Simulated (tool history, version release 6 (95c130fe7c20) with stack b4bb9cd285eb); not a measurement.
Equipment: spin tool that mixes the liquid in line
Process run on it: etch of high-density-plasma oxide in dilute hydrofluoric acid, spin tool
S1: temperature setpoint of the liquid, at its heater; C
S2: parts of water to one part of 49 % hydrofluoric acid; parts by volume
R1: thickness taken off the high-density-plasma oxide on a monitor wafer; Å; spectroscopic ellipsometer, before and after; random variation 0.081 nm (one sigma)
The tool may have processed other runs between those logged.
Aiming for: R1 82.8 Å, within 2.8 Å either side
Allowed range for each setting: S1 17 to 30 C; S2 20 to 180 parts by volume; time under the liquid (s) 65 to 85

run 1 hour=0 | S1=22 S2=100 time_under_the_liquid_(s)=85 | R1=54.454
run 2 hour=4 | S1=23.5 S2=100 time_under_the_liquid_(s)=85 | R1=57.568
run 3 hour=11.9 | S1=25.5 S2=95 time_under_the_liquid_(s)=85 | R1=65.656
run 4 hour=15.6 | S1=28 S2=95 time_under_the_liquid_(s)=85 | R1=71.517
run 5 hour=22.1 | S1=28.5 S2=90 time_under_the_liquid_(s)=85 | R1=78.533
run 6 hour=26.1 | S1=28.5 S2=90 time_under_the_liquid_(s)=65 | R1=59.792
run 7 hour=30.2 | S1=29 S2=80 time_under_the_liquid_(s)=65 | R1=69.545
run 8 hour=33.3 | S1=29.5 S2=75 time_under_the_liquid_(s)=65 | R1=78.071

Pick the move, out of 5, that brings all results within their allowed miss; only one does.
run A hour=36.4 | S1=30 S2=85 time_under_the_liquid_(s)=70 | R1=?
run B hour=36.4 | S1=30 S2=95 time_under_the_liquid_(s)=80 | R1=?
run C hour=36.4 | S1=29 S2=70 time_under_the_liquid_(s)=70 | R1=?
run D hour=36.4 | S1=30 S2=75 time_under_the_liquid_(s)=70 | R1=?
run E hour=36.4 | S1=27 S2=90 time_under_the_liquid_(s)=80 | R1=?

move=A R1=72.442
move=B R1=73.019
move=C R1=86.512
move=D R1=83.31
move=E R1=69.195
A: the biggest miss grows against the last run
B: the biggest miss grows against the last run
C: takes the result that was furthest off past its target
D: in spec on every target
E: the biggest miss grows against the last run
D is the move that brings every result within its allowed miss.
